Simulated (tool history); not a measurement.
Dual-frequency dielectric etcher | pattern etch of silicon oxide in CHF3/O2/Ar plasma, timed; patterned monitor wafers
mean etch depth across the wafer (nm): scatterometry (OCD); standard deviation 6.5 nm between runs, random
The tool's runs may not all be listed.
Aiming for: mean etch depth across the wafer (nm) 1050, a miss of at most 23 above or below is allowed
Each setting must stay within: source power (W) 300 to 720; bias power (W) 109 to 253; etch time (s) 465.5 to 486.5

| run | hour | source power (W) | bias power (W) | etch time (s) | mean etch depth across the wafer (nm) |
|---|---|---|---|---|---|
| 1 | 0 | 510 | 181 | 465.5 | 865.75 |
| 2 | 4.5 | 550 | 188 | 466.5 | 909.6 |
| 3 | 7.9 | 580 | 191 | 467 | 921.65 |
| 4 | 11.3 | 640 | 191 | 467 | 958.1 |
| 5 | 15.9 | 560 | 191 | 467 | 916.81 |
| 6 | 16.7 | 610 | 191 | 467 | 954.31 |
| 7 | 22.1 | 630 | 194 | 467.5 | 980.92 |
| 8 | 30.9 | 650 | 195 | 467.5 | 987.22 |
| 9 | 34.9 | 660 | 197 | 468 | 985.69 |
| 10 | 43.1 | 670 | 201 | 469 | 1002.9 |
| 11 | 51.5 | 680 | 204 | 469.5 | 1023 |

Which of these 5 next moves meets every target?
| A | 59.9 | 680 | 196 | 466.5 | ? |
| B | 59.9 | 660 | 202 | 465.5 | ? |
| C | 59.9 | 660 | 195 | 471 | ? |
| D | 59.9 | 710 | 189 | 486.5 | ? |
| E | 59.9 | 670 | 190 | 478.5 | ? |

| move | mean etch depth across the wafer (nm) |
|---|---|
| A | 998.59 |
| B | 998.33 |
| C | 995.02 |
| D | 1041.9 |
| E | 1005.3 |
A: misses by more than the last run did
B: misses by more than the last run did
C: misses by more than the last run did
D: each result inside its tolerance
E: misses by more than the last run did
So the answer is move D, the one that meets all the targets.
